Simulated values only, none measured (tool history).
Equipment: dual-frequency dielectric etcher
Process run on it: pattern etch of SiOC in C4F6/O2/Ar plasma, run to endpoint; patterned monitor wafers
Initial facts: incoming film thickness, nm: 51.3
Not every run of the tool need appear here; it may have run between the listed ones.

run	hour	bias power (W)	source power (W)	endpoint time (s)
1	0	587	260	18.561
2	0.9	560	260	19.019
3	6.4	539	260	19.456
4	14.3	614	260	17.94
5	17.7	589	260	18.505
6	22.2	589	300	17.772
7	26.2	559	300	18.193
8	27.8	533	300	18.631
9	35	511	300	19.258
10	41.1	496	300	19.55
11	43.8	483	300	19.767
12	46.7	471	300	20.105
13	54	462	300	20.265
14	62	454	300	20.633
15	69.7	449	300	20.556

Run 16, settings as shown, results not yet in. Your forecast:
16	70.3	443	300	?

Logged for run 16: endpoint time (s) 20.921.

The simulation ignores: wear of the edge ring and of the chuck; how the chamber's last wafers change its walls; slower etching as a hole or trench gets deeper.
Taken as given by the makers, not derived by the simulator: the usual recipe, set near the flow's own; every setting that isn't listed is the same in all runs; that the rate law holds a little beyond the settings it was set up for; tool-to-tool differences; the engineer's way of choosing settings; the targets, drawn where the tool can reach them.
